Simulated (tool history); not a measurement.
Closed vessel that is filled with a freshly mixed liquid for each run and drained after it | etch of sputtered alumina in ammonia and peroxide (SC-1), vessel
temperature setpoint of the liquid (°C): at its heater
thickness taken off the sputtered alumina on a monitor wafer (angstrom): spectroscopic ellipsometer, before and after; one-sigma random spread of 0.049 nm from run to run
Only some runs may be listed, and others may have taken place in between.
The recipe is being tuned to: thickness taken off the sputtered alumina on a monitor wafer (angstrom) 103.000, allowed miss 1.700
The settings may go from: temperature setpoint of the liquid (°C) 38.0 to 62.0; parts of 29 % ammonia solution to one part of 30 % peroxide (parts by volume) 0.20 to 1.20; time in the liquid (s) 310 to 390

run	hour	temperature setpoint of the liquid (°C)	parts of 29 % ammonia solution to one part of 30 % peroxide (parts by volume)	time in the liquid (s)	thickness taken off the sputtered alumina on a monitor wafer (angstrom)
1	0.0	46.0	0.90	390	159.020
2	4.2	49.5	0.90	390	193.850
3	9.7	43.0	0.90	390	135.200
4	12.0	42.5	0.90	390	129.480
5	19.6	42.0	0.90	390	126.480
6	27.3	46.0	0.90	390	158.710
7	36.2	45.0	0.90	390	150.740
8	42.4	44.0	0.90	390	142.270
9	43.2	43.0	0.90	390	134.340
10	50.9	42.5	0.90	390	129.480
11	58.4	42.0	0.90	390	126.390
12	66.5	41.5	0.90	390	122.760
13	71.0	41.0	0.90	390	119.420
14	77.8	40.5	0.90	390	116.890
15	80.8	40.0	0.90	390	112.810
16	85.7	39.0	0.90	390	106.570

Which single option among these 5 for the next run brings every result within its allowed miss of target? Just one does.
A	90.6	40.0	1.15	375	?
B	90.6	40.5	0.80	380	?
C	90.6	40.0	0.85	345	?
D	90.6	40.0	0.95	365	?
E	90.6	41.0	0.30	375	?

move	thickness taken off the sputtered alumina on a monitor wafer (angstrom)
A	110.250
B	111.120
C	98.528
D	105.360
E	102.800
A: lands further from the targets than the last run did
B: lands further from the targets than the last run did
C: takes the result that was furthest off past its target
D: closer than the last run, but not yet in spec
E: every result within its allowed miss
The move that meets every target is E.
